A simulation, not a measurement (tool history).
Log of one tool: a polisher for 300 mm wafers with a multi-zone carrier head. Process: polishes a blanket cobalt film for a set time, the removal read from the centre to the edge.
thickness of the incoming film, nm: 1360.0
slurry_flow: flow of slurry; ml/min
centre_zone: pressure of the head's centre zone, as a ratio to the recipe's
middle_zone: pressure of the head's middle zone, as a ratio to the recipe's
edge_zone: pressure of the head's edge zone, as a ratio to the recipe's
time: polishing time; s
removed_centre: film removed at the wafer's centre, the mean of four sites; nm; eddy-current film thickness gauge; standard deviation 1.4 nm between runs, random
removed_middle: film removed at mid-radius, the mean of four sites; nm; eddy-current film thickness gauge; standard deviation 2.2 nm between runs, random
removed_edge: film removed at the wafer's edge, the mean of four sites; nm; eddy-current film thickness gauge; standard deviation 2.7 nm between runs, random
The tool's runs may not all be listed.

| run | hour | slurry_flow | centre_zone | middle_zone | edge_zone | time | removed_centre | removed_middle | removed_edge |
|---|---|---|---|---|---|---|---|---|---|
| 1 | 0.0 | 280 | 1.00 | 1.00 | 1.00 | 73 | 296.05 | 283.64 | 284.80 |
| 2 | 2.6 | 280 | 1.00 | 0.98 | 0.98 | 71 | 285.04 | 273.32 | 276.11 |
| 3 | 10.7 | 280 | 1.01 | 0.97 | 0.97 | 69 | 278.90 | 267.15 | 268.75 |
| 4 | 16.7 | 280 | 1.01 | 0.89 | 0.97 | 69 | 277.06 | 244.94 | 263.16 |
| 5 | 20.7 | 280 | 1.01 | 0.88 | 0.96 | 67 | 272.95 | 240.62 | 253.31 |
| 6 | 28.9 | 280 | 1.01 | 0.88 | 0.96 | 60 | 244.48 | 212.33 | 232.91 |

The next listed run, before its measurement:
| 7 | 36.2 | 275 | 1.01 | 0.87 | 0.95 | 59 | ? | ? | ? |

removed_centre: 240.04 nm
removed_middle: 209.91 nm
removed_edge: 232.12 nm

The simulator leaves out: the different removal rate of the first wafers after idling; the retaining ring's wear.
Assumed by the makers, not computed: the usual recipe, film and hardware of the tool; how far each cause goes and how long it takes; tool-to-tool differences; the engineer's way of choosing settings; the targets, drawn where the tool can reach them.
